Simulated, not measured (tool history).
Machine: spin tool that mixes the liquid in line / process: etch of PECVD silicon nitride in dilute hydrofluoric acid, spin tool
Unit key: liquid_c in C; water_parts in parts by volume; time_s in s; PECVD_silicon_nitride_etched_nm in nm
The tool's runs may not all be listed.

run    day  liquid_c  water_parts  time_s  PECVD_silicon_nitride_etched_nm
  1      0        25          125     100                           3.8652
  2  0.179        22          125     100                           3.1027
  3  0.371        22          165     100                           2.3818
  4  0.546        22          125     100                           3.1208
  5  0.829        22          125     100                           3.1309
  6  1.108        22          125      75                           2.3671
  7  1.425        22          125      75                           2.3095

Expected results for the next run?
  8  1.554        23          125      75                                ?

PECVD_silicon_nitride_etched_nm: 2.5162 nm
